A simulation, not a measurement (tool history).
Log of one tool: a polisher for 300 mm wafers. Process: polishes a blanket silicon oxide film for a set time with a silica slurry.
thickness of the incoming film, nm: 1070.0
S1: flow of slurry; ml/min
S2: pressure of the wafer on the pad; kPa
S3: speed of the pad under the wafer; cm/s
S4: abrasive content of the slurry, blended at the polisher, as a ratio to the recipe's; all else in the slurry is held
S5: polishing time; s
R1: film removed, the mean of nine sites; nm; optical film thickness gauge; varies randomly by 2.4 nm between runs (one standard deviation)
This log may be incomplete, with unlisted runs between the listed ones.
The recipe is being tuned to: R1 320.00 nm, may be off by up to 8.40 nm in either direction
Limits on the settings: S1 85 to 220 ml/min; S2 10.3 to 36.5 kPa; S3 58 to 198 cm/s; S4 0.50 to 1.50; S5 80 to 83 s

{"run": 1, "hour": 0.0, "S1": 140, "S2": 23.4, "S3": 128, "S4": 1.0, "S5": 80, "R1": 265.53}
{"run": 2, "hour": 7.9, "S1": 150, "S2": 24.1, "S3": 128, "S4": 1.0, "S5": 80, "R1": 273.35}
{"run": 3, "hour": 12.2, "S1": 150, "S2": 24.1, "S3": 128, "S4": 1.0, "S5": 83, "R1": 280.06}
{"run": 4, "hour": 18.2, "S1": 150, "S2": 24.8, "S3": 128, "S4": 1.0, "S5": 83, "R1": 287.49}
{"run": 5, "hour": 25.8, "S1": 150, "S2": 24.8, "S3": 140, "S4": 1.0, "S5": 83, "R1": 311.52}
{"hour": 33.9, "done": "worn pad replaced by a new one"}
{"run": 6, "hour": 33.9, "S1": 150, "S2": 22.1, "S3": 140, "S4": 1.0, "S5": 83, "R1": 302.38}
{"run": 7, "hour": 37.9, "S1": 155, "S2": 22.1, "S3": 140, "S4": 1.0, "S5": 83, "R1": 303.66}
{"run": 8, "hour": 46.4, "S1": 160, "S2": 22.1, "S3": 140, "S4": 1.0, "S5": 83, "R1": 304.78}
{"run": 9, "hour": 49.5, "S1": 165, "S2": 22.1, "S3": 140, "S4": 1.0, "S5": 83, "R1": 303.92}
{"run": 10, "hour": 58.5, "S1": 170, "S2": 22.1, "S3": 140, "S4": 1.0, "S5": 83, "R1": 307.33}
{"run": 11, "hour": 59.4, "S1": 175, "S2": 22.1, "S3": 140, "S4": 1.0, "S5": 83, "R1": 305.12}

5 candidate next runs follow, results not yet known. Just one meets every target within its allowed miss. Identify it.
{"run": "A", "hour": 60.3, "S1": 175, "S2": 22.8, "S3": 176, "S4": 0.55, "S5": 83, "R1": "?"}
{"run": "B", "hour": 60.3, "S1": 180, "S2": 18.6, "S3": 144, "S4": 1.25, "S5": 83, "R1": "?"}
{"run": "C", "hour": 60.3, "S1": 205, "S2": 23.4, "S3": 138, "S4": 1.05, "S5": 80, "R1": "?"}
{"run": "D", "hour": 60.3, "S1": 180, "S2": 23.4, "S3": 128, "S4": 0.95, "S5": 82, "R1": "?"}
{"run": "E", "hour": 60.3, "S1": 150, "S2": 26.2, "S3": 110, "S4": 1.2, "S5": 80, "R1": "?"}

move=A R1=283.70
move=B R1=293.00
move=C R1=323.79
move=D R1=294.69
move=E R1=305.15
A: further off than the last run
B: further off than the last run
C: every result lands within tolerance
D: further off than the last run
E: just as far off the targets as the last run
So the answer is move C, the one that meets all the targets.
